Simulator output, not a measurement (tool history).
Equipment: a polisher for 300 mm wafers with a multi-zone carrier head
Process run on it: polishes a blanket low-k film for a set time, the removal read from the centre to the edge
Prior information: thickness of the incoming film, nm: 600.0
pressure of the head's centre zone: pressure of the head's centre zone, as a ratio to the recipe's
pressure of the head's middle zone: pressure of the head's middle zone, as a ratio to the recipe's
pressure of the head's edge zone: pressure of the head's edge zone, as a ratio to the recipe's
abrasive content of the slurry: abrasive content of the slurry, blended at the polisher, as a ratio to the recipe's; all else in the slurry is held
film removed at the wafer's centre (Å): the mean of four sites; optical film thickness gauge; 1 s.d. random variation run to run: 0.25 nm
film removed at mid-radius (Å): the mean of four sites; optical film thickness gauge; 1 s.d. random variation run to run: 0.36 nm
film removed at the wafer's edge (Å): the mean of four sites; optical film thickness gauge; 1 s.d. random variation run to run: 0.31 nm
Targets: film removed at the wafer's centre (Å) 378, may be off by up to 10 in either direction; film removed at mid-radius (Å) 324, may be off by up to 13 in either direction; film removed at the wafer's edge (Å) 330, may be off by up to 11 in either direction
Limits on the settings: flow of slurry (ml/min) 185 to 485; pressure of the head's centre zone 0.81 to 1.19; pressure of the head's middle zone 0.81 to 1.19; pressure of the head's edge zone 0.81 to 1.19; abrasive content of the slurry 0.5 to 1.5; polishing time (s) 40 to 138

run,day,flow of slurry (ml/min),pressure of the head's centre zone,pressure of the head's middle zone,pressure of the head's edge zone,abrasive content of the slurry,polishing time (s),film removed at the wafer's centre (Å),film removed at mid-radius (Å),film removed at the wafer's edge (Å)
1,0,310,1,1,1,1,88,319.84,320.24,311.97
2,0.179,365,1,1,1,1,88,328.91,326.11,319.99
3,0.212,365,1,1,1,1,68,253.2,247.77,244.37
4,0.283,375,1.04,1.01,1.03,1.1,68,270.02,258.65,259.39
5,0.333,375,1.04,1.01,1.03,1.1,46,184.98,177.07,174.35
6,0.45,375,1.04,1.01,1.03,1.1,64,255.94,250.48,243.67
7,0.712,395,1.07,1,1.04,1.15,64,262.34,250.69,249.44
8,1.029,380,1.17,0.97,1,1.4,82,388.59,336.32,336.08

Exercise: of the 5 proposed moves below, exactly one satisfies all targets within the stated allowed misses. Which move is it?
A,1.346,380,1.19,0.89,1.1,1.5,82,?,?,?
B,1.346,290,1.13,0.95,1.01,1.35,91,?,?,?
C,1.346,485,1.15,0.93,0.96,1.5,78,?,?,?
D,1.346,370,1.19,0.91,0.93,1.15,91,?,?,?
E,1.346,300,1.19,1,0.86,1.4,85,?,?,?

move,film removed at the wafer's centre (Å),film removed at mid-radius (Å),film removed at the wafer's edge (Å)
A,400.61,318.49,365.9
B,402.4,350.32,367.09
C,379.74,319.72,329.75
D,400.16,324.16,336.96
E,395.87,347.58,323.12
A: misses by more than the last run did
B: misses by more than the last run did
C: all results land within tolerance of their targets
D: misses by more than the last run did
E: misses by more than the last run did
Answer: C
